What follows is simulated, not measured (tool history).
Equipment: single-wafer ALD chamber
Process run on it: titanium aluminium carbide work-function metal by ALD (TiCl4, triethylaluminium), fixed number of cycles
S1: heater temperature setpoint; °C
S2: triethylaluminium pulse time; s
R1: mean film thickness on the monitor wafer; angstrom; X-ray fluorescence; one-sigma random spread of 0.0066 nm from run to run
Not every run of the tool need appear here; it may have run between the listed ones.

run	hour	S1	S2	R1
1	0.0	310	8.86	21.774
2	4.2	307	8.10	20.987
3	9.4	304	7.44	20.316
4	17.5	302	6.91	19.693
5	25.1	300	6.57	19.244
6	32.4	306	6.57	19.773
7	39.2	304	6.20	19.341
8	40.9	302	5.90	18.740
9	48.6	300	5.74	18.400
10	56.8	298	5.67	18.063
11	61.4	297	5.64	17.720
12	68.9	296	5.63	17.970

Run 13, settings as shown, results not yet in. Your forecast:
13	74.7	295	5.57	?

{"run 13": {"R1": 17.486}}

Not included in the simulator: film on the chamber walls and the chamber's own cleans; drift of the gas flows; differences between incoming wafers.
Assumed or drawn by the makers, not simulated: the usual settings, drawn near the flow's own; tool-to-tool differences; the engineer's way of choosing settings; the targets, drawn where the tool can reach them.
